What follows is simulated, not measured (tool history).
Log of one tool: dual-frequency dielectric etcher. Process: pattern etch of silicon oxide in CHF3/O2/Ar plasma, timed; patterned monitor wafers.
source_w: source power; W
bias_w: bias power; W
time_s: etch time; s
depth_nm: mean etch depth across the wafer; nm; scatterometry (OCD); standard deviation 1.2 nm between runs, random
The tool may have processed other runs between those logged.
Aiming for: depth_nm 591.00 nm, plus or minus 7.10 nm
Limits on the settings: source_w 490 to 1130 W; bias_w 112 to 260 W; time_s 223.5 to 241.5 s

run	day	source_w	bias_w	time_s	depth_nm
1	0.000	810	186	241.5	481.96
2	0.133	950	186	241.5	530.73
3	0.167	950	186	223.5	490.33
4	0.408	820	186	223.5	450.95
5	0.688	860	190	223.5	464.93
6	0.729	760	190	223.5	433.54
7	0.988	920	227	226.0	521.81
8	1.271	1080	232	226.0	571.87
9	1.542	1090	232	226.0	574.35
10	1.871	1090	233	226.0	572.17
11	2.196	1090	234	226.0	574.82
12	2.458	1090	235	226.0	577.19
13	2.496	1110	236	226.0	582.76

5 next moves are on the table. One of them brings every result within its allowed miss. Which?
A	2.533	1130	217	223.5	?
B	2.533	890	260	239.0	?
C	2.533	1000	245	231.5	?
D	2.533	1090	213	239.5	?
E	2.533	1110	219	223.5	?

move	depth_nm
A	567.64
B	569.32
C	575.23
D	593.27
E	564.20
A: misses by more than the last run did
B: misses by more than the last run did
C: misses by more than the last run did
D: every result within its allowed miss
E: misses by more than the last run did
D meets every target.
